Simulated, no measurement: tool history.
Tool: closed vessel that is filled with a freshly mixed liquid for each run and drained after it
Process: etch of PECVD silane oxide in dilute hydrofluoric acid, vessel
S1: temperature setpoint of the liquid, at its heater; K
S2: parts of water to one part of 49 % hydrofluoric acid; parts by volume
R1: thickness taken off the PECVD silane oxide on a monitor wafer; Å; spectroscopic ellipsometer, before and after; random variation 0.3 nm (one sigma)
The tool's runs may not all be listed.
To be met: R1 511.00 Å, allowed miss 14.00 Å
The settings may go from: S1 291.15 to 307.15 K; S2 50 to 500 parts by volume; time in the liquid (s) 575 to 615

{"run": 1, "hour": 0.0, "S1": 299.15, "S2": 275, "time in the liquid (s)": 575, "R1": 395.5}
{"run": 2, "hour": 8.4, "S1": 299.15, "S2": 275, "time in the liquid (s)": 575, "R1": 397.21}
{"run": 3, "hour": 14.0, "S1": 299.15, "S2": 215, "time in the liquid (s)": 575, "R1": 543.29}
{"run": 4, "hour": 19.9, "S1": 295.65, "S2": 215, "time in the liquid (s)": 575, "R1": 475.0}
{"run": 5, "hour": 27.1, "S1": 295.65, "S2": 135, "time in the liquid (s)": 575, "R1": 815.62}
{"run": 6, "hour": 28.6, "S1": 295.65, "S2": 170, "time in the liquid (s)": 575, "R1": 626.54}
{"run": 7, "hour": 37.9, "S1": 294.15, "S2": 170, "time in the liquid (s)": 575, "R1": 593.73}
{"run": 8, "hour": 42.2, "S1": 293.15, "S2": 170, "time in the liquid (s)": 575, "R1": 578.12}
{"run": 9, "hour": 45.6, "S1": 292.65, "S2": 175, "time in the liquid (s)": 575, "R1": 538.93}
{"run": 10, "hour": 53.7, "S1": 292.15, "S2": 175, "time in the liquid (s)": 575, "R1": 533.87}

Which of these 5 next moves meets every target?
{"run": "A", "hour": 61.8, "S1": 292.15, "S2": 165, "time in the liquid (s)": 575, "R1": "?"}
{"run": "B", "hour": 61.8, "S1": 292.15, "S2": 195, "time in the liquid (s)": 575, "R1": "?"}
{"run": "C", "hour": 61.8, "S1": 291.65, "S2": 165, "time in the liquid (s)": 615, "R1": "?"}
{"run": "D", "hour": 61.8, "S1": 295.65, "S2": 215, "time in the liquid (s)": 615, "R1": "?"}
{"run": "E", "hour": 61.8, "S1": 292.65, "S2": 200, "time in the liquid (s)": 585, "R1": "?"}

move=A R1=565.10
move=B R1=464.30
move=C R1=592.47
move=D R1=504.69
move=E R1=467.37
A: further off than the last run
B: takes the result that was furthest off past its target
C: further off than the last run
D: meets every target
E: takes the result that was furthest off past its target
Answer: D

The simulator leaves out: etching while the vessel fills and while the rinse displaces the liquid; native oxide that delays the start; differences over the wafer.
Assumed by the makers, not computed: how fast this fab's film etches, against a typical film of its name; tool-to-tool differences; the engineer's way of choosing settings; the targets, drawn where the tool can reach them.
